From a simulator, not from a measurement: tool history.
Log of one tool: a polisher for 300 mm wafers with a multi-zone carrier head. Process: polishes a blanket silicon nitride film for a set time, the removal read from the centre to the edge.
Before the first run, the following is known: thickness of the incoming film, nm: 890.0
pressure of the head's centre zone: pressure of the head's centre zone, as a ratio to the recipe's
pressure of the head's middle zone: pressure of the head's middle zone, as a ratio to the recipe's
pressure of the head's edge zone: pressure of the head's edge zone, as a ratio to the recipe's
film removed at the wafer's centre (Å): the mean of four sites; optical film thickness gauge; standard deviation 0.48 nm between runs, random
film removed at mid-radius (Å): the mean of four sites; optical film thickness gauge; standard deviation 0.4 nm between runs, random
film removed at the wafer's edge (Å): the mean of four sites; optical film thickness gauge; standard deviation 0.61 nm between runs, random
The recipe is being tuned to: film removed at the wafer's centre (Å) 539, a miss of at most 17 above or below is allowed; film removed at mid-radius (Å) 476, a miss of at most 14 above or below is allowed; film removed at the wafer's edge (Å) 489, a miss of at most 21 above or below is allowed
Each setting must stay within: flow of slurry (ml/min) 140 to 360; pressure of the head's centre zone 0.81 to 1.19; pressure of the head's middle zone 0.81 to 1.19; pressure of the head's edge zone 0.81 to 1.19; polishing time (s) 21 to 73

run,hour,flow of slurry (ml/min),pressure of the head's centre zone,pressure of the head's middle zone,pressure of the head's edge zone,polishing time (s),film removed at the wafer's centre (Å),film removed at mid-radius (Å),film removed at the wafer's edge (Å)
1,0,230,1,1,1,47,639.07,643.09,654.27
2,8.6,230,1.01,0.98,0.97,45,622.31,607.78,616.46
3,13.6,195,1.01,0.98,0.97,45,584.89,581.74,603.12
4,20.3,195,1.01,0.92,0.97,45,598.73,563.4,591.19
5,21,190,1.01,0.9,0.94,44,579.47,533.38,586.3
6,29.5,190,1.03,0.92,0.94,42,565.22,520.59,557.95
# hour 34.1: slurry nozzle cleaned
7,34.1,190,1.04,0.93,0.92,41,585.35,531.59,549.24
8,35.9,185,1.04,0.92,0.91,40,572.2,518.78,527.64
9,39.2,180,1.04,0.91,0.9,40,567.9,505.89,533.54
10,46.4,180,1.04,0.91,0.9,39,546.73,495.87,521.11

Below are 4 possible settings for the next run. Only one of them brings all results inside the allowed miss of their targets. Which is it?
A,53.6,195,0.92,0.83,0.94,43,?,?,?
B,53.6,165,0.94,0.81,0.93,44,?,?,?
C,53.6,330,1.07,0.92,0.92,34,?,?,?
D,53.6,200,1.13,1.07,0.89,37,?,?,?

move,film removed at the wafer's centre (Å),film removed at mid-radius (Å),film removed at the wafer's edge (Å)
A,538.2,521.05,584.35
B,543.39,507.22,582.16
C,533.51,476.48,480.6
D,573.28,550.3,491.76
A: lands further from the targets than the last run did
B: lands further from the targets than the last run did
C: every result within its allowed miss
D: puts the biggest miss on target and leaves a different result outside tolerance
So the answer is move C, the one that meets all the targets.

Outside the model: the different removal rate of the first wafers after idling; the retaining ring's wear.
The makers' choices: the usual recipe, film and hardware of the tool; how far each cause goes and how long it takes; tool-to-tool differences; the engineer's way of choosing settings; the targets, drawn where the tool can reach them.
